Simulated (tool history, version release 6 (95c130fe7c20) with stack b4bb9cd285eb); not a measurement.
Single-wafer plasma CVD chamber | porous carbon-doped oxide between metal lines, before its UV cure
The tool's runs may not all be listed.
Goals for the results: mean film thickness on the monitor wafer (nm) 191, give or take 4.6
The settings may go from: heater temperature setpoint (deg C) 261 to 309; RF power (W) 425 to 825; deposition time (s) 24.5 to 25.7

run	day	heater temperature setpoint (deg C)	RF power (W)	deposition time (s)	mean film thickness on the monitor wafer (nm)
1	0	285	625	25.7	171.67
2	0.15	285	625	25.7	172.52
3	0.417	282	630	25.7	176.19
4	0.458	279	635	25.7	178.32
5	0.679	277	645	25.7	184.07
6	0.954	286	645	25.7	175.97
7	1.138	286	645	25.7	174.72
8	1.212	283	650	25.7	179.79
9	1.3	281	655	25.7	181.05
10	1.596	279	660	25.7	184.58

Consider the 4 candidate settings below. Which is the only one whose results all fall within their allowed miss of target?
A	1.892	281	655	24.9	?
B	1.892	282	665	25.1	?
C	1.892	282	635	25.7	?
D	1.892	283	710	25.7	?

move	mean film thickness on the monitor wafer (nm)
A	177.21
B	179.39
C	177.97
D	190.6
A: lands further from the targets than the last run did
B: lands further from the targets than the last run did
C: lands further from the targets than the last run did
D: every result lands within tolerance
Go with D: it meets all targets.
